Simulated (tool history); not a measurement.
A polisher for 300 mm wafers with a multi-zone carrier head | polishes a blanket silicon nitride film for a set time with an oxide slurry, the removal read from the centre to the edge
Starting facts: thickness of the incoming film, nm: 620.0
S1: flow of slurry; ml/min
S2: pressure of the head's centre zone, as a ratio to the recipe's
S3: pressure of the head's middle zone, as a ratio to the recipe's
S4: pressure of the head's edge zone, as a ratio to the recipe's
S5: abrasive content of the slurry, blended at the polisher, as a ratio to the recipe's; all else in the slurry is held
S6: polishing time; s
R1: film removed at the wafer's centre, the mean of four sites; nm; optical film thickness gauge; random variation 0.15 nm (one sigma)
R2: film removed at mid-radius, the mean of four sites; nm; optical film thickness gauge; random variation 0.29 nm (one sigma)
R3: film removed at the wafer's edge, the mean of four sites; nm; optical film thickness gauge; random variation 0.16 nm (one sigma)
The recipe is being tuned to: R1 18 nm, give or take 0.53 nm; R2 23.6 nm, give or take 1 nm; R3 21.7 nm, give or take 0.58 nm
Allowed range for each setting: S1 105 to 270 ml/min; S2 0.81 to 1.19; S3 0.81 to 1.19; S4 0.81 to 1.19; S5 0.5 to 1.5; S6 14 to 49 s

Run 1, hour 0: S1 175 ml/min, S2 1, S3 1, S4 1, S5 1, S6 31 s. Result: R1 14.485 nm, R2 14.656 nm, R3 15.078 nm.
Run 2, hour 6.1: S1 140 ml/min, S2 1, S3 1, S4 1, S5 1, S6 31 s. Result: R1 14.137 nm, R2 14.305 nm, R3 14.756 nm.
Run 3, hour 13.7: S1 140 ml/min, S2 1, S3 1, S4 1, S5 1, S6 24 s. Result: R1 10.867 nm, R2 10.799 nm, R3 11.429 nm.
Run 4, hour 14.3: S1 140 ml/min, S2 1, S3 1, S4 1.07, S5 1, S6 24 s. Result: R1 11.013 nm, R2 11.161 nm, R3 11.77 nm.
At hour 19.9: slurry nozzle cleaned.
Run 5, hour 19.9: S1 140 ml/min, S2 1, S3 1.07, S4 1.07, S5 1, S6 24 s. Result: R1 11.472 nm, R2 11.913 nm, R3 12.191 nm.
Run 6, hour 23.3: S1 150 ml/min, S2 0.98, S3 1.09, S4 1.07, S5 1.1, S6 25 s. Result: R1 12.443 nm, R2 13.842 nm, R3 13.227 nm.
Run 7, hour 24.4: S1 145 ml/min, S2 0.96, S3 1.08, S4 1.09, S5 1.15, S6 26 s. Result: R1 12.888 nm, R2 14.37 nm, R3 14.398 nm.
Run 8, hour 32.7: S1 150 ml/min, S2 0.95, S3 1.1, S4 1.11, S5 1.2, S6 27 s. Result: R1 13.772 nm, R2 15.371 nm, R3 15.668 nm.
Run 9, hour 41.2: S1 150 ml/min, S2 0.95, S3 1.1, S4 1.11, S5 1.2, S6 27 s. Result: R1 13.59 nm, R2 15.568 nm, R3 15.231 nm.
Run 10, hour 44.9: S1 155 ml/min, S2 0.94, S3 1.11, S4 1.12, S5 1.25, S6 28 s. Result: R1 14.115 nm, R2 16.629 nm, R3 16.174 nm.
Run 11, hour 52.5: S1 205 ml/min, S2 0.93, S3 1.19, S4 1.19, S5 1.5, S6 33 s. Result: R1 18.617 nm, R2 22.521 nm, R3 21.684 nm.

5 next moves are on the table. One of them brings every result within its allowed miss. Which?
Run A, hour 60.1: S1 190 ml/min, S2 0.9, S3 1.15, S4 1.19, S5 1.45, S6 36 s. Result: R1 ?, R2 ?, R3 ?.
Run B, hour 60.1: S1 215 ml/min, S2 0.96, S3 1.19, S4 1.12, S5 1.5, S6 34 s. Result: R1 ?, R2 ?, R3 ?.
Run C, hour 60.1: S1 190 ml/min, S2 0.85, S3 1.15, S4 1.16, S5 1.35, S6 35 s. Result: R1 ?, R2 ?, R3 ?.
Run D, hour 60.1: S1 155 ml/min, S2 0.88, S3 1.19, S4 1.11, S5 1.5, S6 35 s. Result: R1 ?, R2 ?, R3 ?.
Run E, hour 60.1: S1 185 ml/min, S2 0.86, S3 1.18, S4 1.19, S5 1.5, S6 35 s. Result: R1 ?, R2 ?, R3 ?.

move      R1      R2      R3
   A  19.491  23.402  23.413
   B  20.125  23.358  21.904
   C  17.458  22.134  21.844
   D  18.306  23.193  21.854
   E  18.325  23.496  22.994
A: its largest miss is bigger than the last run's
B: its largest miss is bigger than the last run's
C: pushes the last run's worst result past its target
D: all results land within tolerance of their targets
E: meets the target for the result that was furthest off, but another lies outside its allowed miss
Answer: D
